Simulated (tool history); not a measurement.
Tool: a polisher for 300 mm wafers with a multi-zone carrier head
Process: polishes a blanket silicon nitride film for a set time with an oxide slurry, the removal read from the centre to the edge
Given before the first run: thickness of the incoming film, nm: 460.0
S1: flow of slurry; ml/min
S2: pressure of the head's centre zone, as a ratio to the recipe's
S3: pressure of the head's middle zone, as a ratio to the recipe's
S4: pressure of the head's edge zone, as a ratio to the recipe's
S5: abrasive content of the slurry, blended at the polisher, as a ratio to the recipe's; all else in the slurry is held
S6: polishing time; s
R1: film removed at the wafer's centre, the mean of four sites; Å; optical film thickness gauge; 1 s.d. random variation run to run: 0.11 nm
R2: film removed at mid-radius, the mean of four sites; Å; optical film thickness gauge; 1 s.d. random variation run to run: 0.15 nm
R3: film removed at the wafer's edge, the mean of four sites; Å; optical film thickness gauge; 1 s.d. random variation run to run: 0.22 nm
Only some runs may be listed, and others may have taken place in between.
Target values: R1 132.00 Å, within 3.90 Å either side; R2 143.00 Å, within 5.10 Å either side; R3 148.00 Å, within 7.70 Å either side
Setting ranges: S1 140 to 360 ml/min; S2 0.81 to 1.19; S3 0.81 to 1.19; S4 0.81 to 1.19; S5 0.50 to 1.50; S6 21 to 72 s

Run 1, hour 0.0: S1 230 ml/min, S2 1.00, S3 1.00, S4 1.00, S5 1.00, S6 46 s. Result: R1 240.01 Å, R2 246.50 Å, R3 241.66 Å.
Run 2, hour 5.4: S1 225 ml/min, S2 0.97, S3 0.98, S4 0.98, S5 0.90, S6 44 s. Result: R1 212.51 Å, R2 214.21 Å, R3 215.89 Å.
Run 3, hour 6.3: S1 185 ml/min, S2 0.97, S3 0.98, S4 0.98, S5 0.90, S6 44 s. Result: R1 205.59 Å, R2 209.82 Å, R3 207.96 Å.
Run 4, hour 8.3: S1 180 ml/min, S2 0.94, S3 0.97, S4 0.97, S5 0.85, S6 43 s. Result: R1 189.44 Å, R2 200.36 Å, R3 197.66 Å.
Run 5, hour 11.3: S1 175 ml/min, S2 0.92, S3 0.95, S4 0.96, S5 0.80, S6 42 s. Result: R1 172.45 Å, R2 185.08 Å, R3 187.80 Å.
Run 6, hour 17.4: S1 175 ml/min, S2 0.92, S3 0.95, S4 0.96, S5 1.00, S6 42 s. Result: R1 192.01 Å, R2 207.97 Å, R3 209.96 Å.
Run 7, hour 23.2: S1 170 ml/min, S2 0.91, S3 0.94, S4 0.95, S5 0.90, S6 42 s. Result: R1 180.64 Å, R2 193.41 Å, R3 193.35 Å.
At hour 26.7: worn pad replaced by a new one.
Run 8, hour 26.7: S1 165 ml/min, S2 0.90, S3 0.93, S4 0.94, S5 0.85, S6 42 s. Result: R1 199.21 Å, R2 209.92 Å, R3 217.40 Å.
Run 9, hour 35.4: S1 165 ml/min, S2 0.90, S3 0.93, S4 0.94, S5 0.85, S6 42 s. Result: R1 197.05 Å, R2 210.10 Å, R3 217.71 Å.
Run 10, hour 40.4: S1 170 ml/min, S2 0.91, S3 0.94, S4 0.98, S5 0.80, S6 42 s. Result: R1 193.91 Å, R2 205.28 Å, R3 214.61 Å.
Run 11, hour 46.2: S1 175 ml/min, S2 0.86, S3 0.91, S4 0.92, S5 0.55, S6 31 s. Result: R1 111.04 Å, R2 123.12 Å, R3 124.26 Å.
Run 12, hour 51.2: S1 175 ml/min, S2 0.86, S3 0.91, S4 0.93, S5 0.60, S6 31 s. Result: R1 116.58 Å, R2 128.31 Å, R3 130.58 Å.
Run 13, hour 59.2: S1 175 ml/min, S2 0.86, S3 0.91, S4 0.93, S5 0.60, S6 31 s. Result: R1 115.90 Å, R2 130.05 Å, R3 134.84 Å.
Run 14, hour 64.4: S1 175 ml/min, S2 0.87, S3 0.91, S4 0.93, S5 0.65, S6 31 s. Result: R1 123.04 Å, R2 133.49 Å, R3 138.65 Å.
Run 15, hour 67.6: S1 225 ml/min, S2 0.89, S3 0.95, S4 1.00, S5 0.70, S6 31 s. Result: R1 136.50 Å, R2 148.03 Å, R3 155.93 Å.
Run 16, hour 70.3: S1 220 ml/min, S2 0.89, S3 0.95, S4 1.00, S5 0.70, S6 31 s. Result: R1 138.68 Å, R2 152.10 Å, R3 156.68 Å.
Run 17, hour 73.5: S1 215 ml/min, S2 0.89, S3 0.95, S4 1.00, S5 0.70, S6 31 s. Result: R1 135.75 Å, R2 146.60 Å, R3 151.06 Å.
Run 18, hour 75.9: S1 215 ml/min, S2 0.89, S3 0.95, S4 1.00, S5 0.70, S6 31 s. Result: R1 136.08 Å, R2 151.46 Å, R3 156.78 Å.
Run 19, hour 81.2: S1 210 ml/min, S2 0.89, S3 0.95, S4 1.00, S5 0.70, S6 31 s. Result: R1 135.68 Å, R2 150.67 Å, R3 154.29 Å.
Run 20, hour 83.5: S1 210 ml/min, S2 0.89, S3 0.95, S4 1.00, S5 0.70, S6 31 s. Result: R1 136.88 Å, R2 147.61 Å, R3 155.36 Å.
Run 21, hour 84.4: S1 205 ml/min, S2 0.89, S3 0.95, S4 1.00, S5 0.70, S6 31 s. Result: R1 133.54 Å, R2 148.50 Å, R3 152.19 Å.
Run 22, hour 92.8: S1 200 ml/min, S2 0.90, S3 0.94, S4 0.99, S5 0.70, S6 31 s. Result: R1 135.61 Å, R2 145.77 Å, R3 149.03 Å.

Which one of the following 5 next-run settings gets every result inside its allowed miss? There is exactly one.
Run A, hour 101.2: S1 200 ml/min, S2 0.86, S3 0.88, S4 1.02, S5 0.60, S6 36 s. Result: R1 ?, R2 ?, R3 ?.
Run B, hour 101.2: S1 165 ml/min, S2 0.91, S3 0.96, S4 1.03, S5 0.90, S6 27 s. Result: R1 ?, R2 ?, R3 ?.
Run C, hour 101.2: S1 160 ml/min, S2 0.84, S3 0.98, S4 0.97, S5 0.80, S6 31 s. Result: R1 ?, R2 ?, R3 ?.
Run D, hour 101.2: S1 220 ml/min, S2 0.91, S3 0.89, S4 0.98, S5 0.65, S6 32 s. Result: R1 ?, R2 ?, R3 ?.
Run E, hour 101.2: S1 305 ml/min, S2 0.85, S3 0.97, S4 0.87, S5 0.65, S6 32 s. Result: R1 ?, R2 ?, R3 ?.

move      R1      R2      R3
   A  138.90  150.98  161.18
   B  131.58  144.87  146.60
   C  130.62  158.59  153.58
   D  138.96  143.62  148.58
   E  135.47  159.56  144.59
A: moves away from the targets compared with the last run
B: every result within its allowed miss
C: puts the biggest miss on target and leaves a different result outside tolerance
D: moves away from the targets compared with the last run
E: puts the biggest miss on target and leaves a different result outside tolerance
The right move is B.
